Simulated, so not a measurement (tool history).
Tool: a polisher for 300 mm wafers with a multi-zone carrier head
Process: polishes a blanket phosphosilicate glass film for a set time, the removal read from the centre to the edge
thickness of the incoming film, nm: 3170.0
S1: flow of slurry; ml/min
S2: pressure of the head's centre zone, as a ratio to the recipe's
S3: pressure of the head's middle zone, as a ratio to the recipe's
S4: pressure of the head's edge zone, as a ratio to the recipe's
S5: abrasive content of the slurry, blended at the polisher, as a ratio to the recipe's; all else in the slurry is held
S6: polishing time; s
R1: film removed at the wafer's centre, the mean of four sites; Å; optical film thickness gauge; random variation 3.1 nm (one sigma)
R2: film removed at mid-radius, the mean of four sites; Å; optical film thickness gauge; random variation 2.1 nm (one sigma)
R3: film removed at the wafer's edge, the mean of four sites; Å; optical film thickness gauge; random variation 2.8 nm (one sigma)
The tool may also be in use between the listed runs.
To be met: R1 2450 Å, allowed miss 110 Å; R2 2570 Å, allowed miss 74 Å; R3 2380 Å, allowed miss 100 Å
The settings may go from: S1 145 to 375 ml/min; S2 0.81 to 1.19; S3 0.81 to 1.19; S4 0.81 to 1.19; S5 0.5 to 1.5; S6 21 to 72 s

run,hour,S1,S2,S3,S4,S5,S6,R1,R2,R3
1,0,240,1,1,1,1,46,2007.5,1956.9,1961
2,1.9,240,1,1,1,0.8,46,1758.2,1725.8,1700.1
3,10.4,240,1,1,1,0.95,46,1949.8,1942.9,1830.4
4,14.4,245,1,1.02,1.03,1,46,2011.1,1987.6,1964.3
5,16.2,245,1,1.02,1.09,1,46,1984.4,2010.5,1968.4
6,18.2,245,1.03,1.02,1.09,1,46,2085.7,1978.5,1990.9
7,25.2,255,1.03,1.05,1.1,1.05,46,2111.5,2080.4,2012.4
8,27.6,255,1.03,1.06,1.1,1.1,46,2200.4,2167.6,2100
9,35.5,290,1.05,1.16,1.19,1.2,46,2283.1,2448.3,2344.6
10,39.6,295,1.06,1.17,1.18,1.2,46,2355.3,2474.1,2248.6

5 next moves are on the table. One of them brings every result within its allowed miss. Which?
A,43.7,320,1.04,1.13,1.1,1.1,51,?,?,?
B,43.7,310,0.96,1.12,1.19,1,52,?,?,?
C,43.7,285,0.98,1.08,1.19,1.1,50,?,?,?
D,43.7,305,1.05,1.09,1.19,1.2,47,?,?,?
E,43.7,330,0.99,0.94,1.18,1.4,48,?,?,?

move,R1,R2,R3
A,2448.6,2574,2328.4
B,2192,2482.3,2345.4
C,2231,2408.6,2346.8
D,2357,2387.7,2306.7
E,2436.4,2342.1,2520.6
A: meets every target
B: brings the result that was furthest off to its target, and leaves another outside
C: brings the result that was furthest off to its target, and leaves another outside
D: brings the result that was furthest off to its target, and leaves another outside
E: takes the result that was furthest off past its target
Move A is the one to make.
